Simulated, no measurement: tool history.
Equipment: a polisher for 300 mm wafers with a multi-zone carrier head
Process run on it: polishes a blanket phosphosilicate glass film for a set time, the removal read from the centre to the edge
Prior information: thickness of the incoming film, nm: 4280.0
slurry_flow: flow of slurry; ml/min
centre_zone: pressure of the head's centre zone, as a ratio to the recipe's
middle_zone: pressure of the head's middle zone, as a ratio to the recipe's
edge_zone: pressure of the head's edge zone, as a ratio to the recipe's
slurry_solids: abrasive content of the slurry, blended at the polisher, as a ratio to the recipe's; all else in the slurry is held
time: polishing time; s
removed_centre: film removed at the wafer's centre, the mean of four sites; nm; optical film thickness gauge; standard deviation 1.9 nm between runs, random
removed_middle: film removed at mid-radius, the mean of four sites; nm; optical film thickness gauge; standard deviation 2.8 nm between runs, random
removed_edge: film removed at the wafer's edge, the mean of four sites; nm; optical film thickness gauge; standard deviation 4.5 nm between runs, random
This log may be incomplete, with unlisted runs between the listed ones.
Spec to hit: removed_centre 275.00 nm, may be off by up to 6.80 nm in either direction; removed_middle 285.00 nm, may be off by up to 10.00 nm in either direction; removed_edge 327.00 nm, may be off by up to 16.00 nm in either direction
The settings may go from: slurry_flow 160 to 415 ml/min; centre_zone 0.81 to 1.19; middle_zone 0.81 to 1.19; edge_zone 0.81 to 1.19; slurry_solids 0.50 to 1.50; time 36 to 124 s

run    day  slurry_flow  centre_zone  middle_zone  edge_zone  slurry_solids  time  removed_centre  removed_middle  removed_edge
  1  0.000          265         1.00         1.00       1.00           1.00    79          641.53          659.15        643.74
  2  0.088          250         0.95         0.95       1.00           0.85    69          485.50          486.77        506.01
  3  0.258          250         1.00         0.95       1.00           0.85    69          513.19          497.53        521.09
  4  0.617          250         1.06         0.95       1.00           0.85    69          547.30          501.42        522.46
  5  0.771          250         1.06         0.95       0.97           0.85    69          537.67          493.27        498.76
  6  1.054          250         1.06         0.95       1.00           0.85    69          531.47          489.30        512.96
  7  1.221          235         0.99         0.93       1.01           0.75    63          419.56          402.45        420.22
  8  1.346          215         0.94         0.90       1.04           0.70    63          371.62          366.96        403.55
  9  1.375          205         0.91         0.88       1.04           0.65    63          340.16          338.62        382.34
 10  1.450          195         0.88         0.87       1.02           0.60    63          298.57          311.33        345.84
 11  1.783          185         0.87         0.86       1.02           0.60    63          294.29          304.37        342.28
 12  1.846          180         0.86         0.85       1.02           0.60    63          286.90          303.05        348.92
 13  1.929          185         0.86         0.84       1.00           0.60    63          292.54          301.85        338.03
 14  2.167          180         0.85         0.83       1.00           0.60    63          286.80          292.90        351.71
 15  2.217          180         0.85         0.83       0.99           0.60    63          283.16          294.76        347.81
 16  2.538          180         0.86         0.84       0.99           0.55    63          268.11          274.64        316.92

Exercise: of the 4 proposed moves below, exactly one satisfies all targets within the stated allowed misses. Which move is it?
  A  2.858          215         0.96         0.90       1.02           0.50    62               ?               ?             ?
  B  2.858          180         0.88         0.86       0.97           0.55    60               ?               ?             ?
  C  2.858          235         0.84         0.83       0.98           0.55    63               ?               ?             ?
  D  2.858          165         0.82         0.84       1.02           0.60    61               ?               ?             ?

move  removed_centre  removed_middle  removed_edge
   A          277.90          265.90        287.68
   B          262.07          264.84        295.86
   C          275.76          282.30        322.00
   D          263.54          281.27        326.32
A: its largest miss is bigger than the last run's
B: its largest miss is bigger than the last run's
C: in spec on every target
D: meets the target for the result that was furthest off, but another lies outside its allowed miss
Correct choice: C, which meets every target
